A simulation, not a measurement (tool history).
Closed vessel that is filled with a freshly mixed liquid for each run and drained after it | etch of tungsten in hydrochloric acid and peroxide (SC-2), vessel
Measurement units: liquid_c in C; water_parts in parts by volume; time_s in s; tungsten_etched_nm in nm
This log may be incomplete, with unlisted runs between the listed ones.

run	hour	liquid_c	water_parts	time_s	tungsten_etched_nm
1	0	61	6	95	67.32
2	7.3	60	6	95	61.939
3	13.9	60	6	105	69.74
4	21.9	60	6	95	62.584
5	27.4	60	4	95	83.971
6	32.2	65.5	4	95	116.96

Forecast run 7:
7	34.7	65.5	4	95	?

tungsten_etched_nm: 118.33 nm
